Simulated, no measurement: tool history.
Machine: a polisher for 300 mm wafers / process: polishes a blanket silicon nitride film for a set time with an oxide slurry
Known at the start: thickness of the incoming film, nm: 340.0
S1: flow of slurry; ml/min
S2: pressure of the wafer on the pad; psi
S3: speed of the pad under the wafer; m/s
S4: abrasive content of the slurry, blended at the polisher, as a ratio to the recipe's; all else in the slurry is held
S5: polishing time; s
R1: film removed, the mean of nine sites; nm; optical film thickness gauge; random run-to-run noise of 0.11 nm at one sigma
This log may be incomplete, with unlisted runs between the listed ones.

Run 1, hour 0: S1 185 ml/min, S2 3.9 psi, S3 1.28 m/s, S4 1, S5 47 s. Result: R1 42.149 nm.
Run 2, hour 5.2: S1 220 ml/min, S2 3.9 psi, S3 1.28 m/s, S4 1, S5 47 s. Result: R1 42.745 nm.
Run 3, hour 12.8: S1 220 ml/min, S2 3.9 psi, S3 1.16 m/s, S4 1, S5 47 s. Result: R1 39.208 nm.
Run 4, hour 15.8: S1 220 ml/min, S2 3.6 psi, S3 1.06 m/s, S4 1, S5 47 s. Result: R1 33.957 nm.
Run 5, hour 16.7: S1 220 ml/min, S2 3.6 psi, S3 0.82 m/s, S4 1, S5 47 s. Result: R1 27.658 nm.
Run 6, hour 24: S1 220 ml/min, S2 2.9 psi, S3 0.82 m/s, S4 1, S5 47 s. Result: R1 22.432 nm.
Run 7, hour 24.5: S1 180 ml/min, S2 1.8 psi, S3 0.72 m/s, S4 1, S5 47 s. Result: R1 12.51 nm.
Run 8, hour 31.2: S1 190 ml/min, S2 1.8 psi, S3 0.72 m/s, S4 1, S5 47 s. Result: R1 12.569 nm.
Run 9, hour 35.6: S1 200 ml/min, S2 1.8 psi, S3 0.72 m/s, S4 1, S5 47 s. Result: R1 12.68 nm.
Run 10, hour 42.7: S1 210 ml/min, S2 1.8 psi, S3 0.72 m/s, S4 1, S5 47 s. Result: R1 12.582 nm.
Run 11, hour 47.8: S1 210 ml/min, S2 1.9 psi, S3 0.72 m/s, S4 1, S5 47 s. Result: R1 13.429 nm.
Run 12, hour 56.5: S1 210 ml/min, S2 1.9 psi, S3 0.72 m/s, S4 1, S5 47 s. Result: R1 13.462 nm.
Run 13, hour 60.1: S1 220 ml/min, S2 1.9 psi, S3 0.72 m/s, S4 1, S5 47 s. Result: R1 13.711 nm.
Run 14, hour 66.5: S1 225 ml/min, S2 1.9 psi, S3 0.72 m/s, S4 1, S5 47 s. Result: R1 13.688 nm.
Run 15, hour 67.1: S1 230 ml/min, S2 1.9 psi, S3 0.72 m/s, S4 1, S5 47 s. Result: R1 13.737 nm.
Run 16, hour 70.6: S1 250 ml/min, S2 2.2 psi, S3 0.72 m/s, S4 1, S5 47 s. Result: R1 15.852 nm.
Run 17, hour 75: S1 225 ml/min, S2 2.2 psi, S3 0.72 m/s, S4 1, S5 47 s. Result: R1 15.634 nm.
Run 18, hour 76.5: S1 215 ml/min, S2 2 psi, S3 0.72 m/s, S4 1, S5 47 s. Result: R1 14.271 nm.
Run 19, hour 85: S1 220 ml/min, S2 2 psi, S3 0.72 m/s, S4 1, S5 47 s. Result: R1 14.154 nm.
Run 20, hour 90.7: S1 225 ml/min, S2 2 psi, S3 0.72 m/s, S4 1, S5 47 s. Result: R1 14.313 nm.
Run 21, hour 93.8: S1 225 ml/min, S2 2 psi, S3 0.72 m/s, S4 1, S5 47 s. Result: R1 14.173 nm.

The next listed run, before its measurement:
Run 22, hour 102.1: S1 250 ml/min, S2 2.2 psi, S3 0.72 m/s, S4 1, S5 47 s. Result: R1 ?.

{"run 22": {"R1": 15.822}}
